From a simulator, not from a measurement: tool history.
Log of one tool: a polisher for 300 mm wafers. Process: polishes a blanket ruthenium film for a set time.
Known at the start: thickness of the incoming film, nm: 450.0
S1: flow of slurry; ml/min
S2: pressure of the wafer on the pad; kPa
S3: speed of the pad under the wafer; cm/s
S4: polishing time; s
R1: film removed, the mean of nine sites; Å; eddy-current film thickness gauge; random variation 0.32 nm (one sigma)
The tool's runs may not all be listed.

run 1 hour=0.0 | S1=150 S2=16.5 S3=76 S4=45 | R1=550.89
run 2 hour=4.9 | S1=150 S2=15.2 S3=76 S4=45 | R1=522.29
run 3 hour=8.6 | S1=150 S2=15.2 S3=92 S4=45 | R1=635.72
run 4 hour=9.9 | S1=150 S2=15.2 S3=100 S4=45 | R1=690.08
run 5 hour=12.9 | S1=150 S2=13.8 S3=96 S4=45 | R1=620.61
run 6 hour=15.8 | S1=150 S2=12.4 S3=96 S4=45 | R1=581.80
run 7 hour=21.7 | S1=150 S2=11.7 S3=92 S4=45 | R1=538.94

Forecast run 8:
run 8 hour=27.4 | S1=150 S2=11.0 S3=88 S4=45 | R1=?

{"run 8": {"R1": 498.68}}
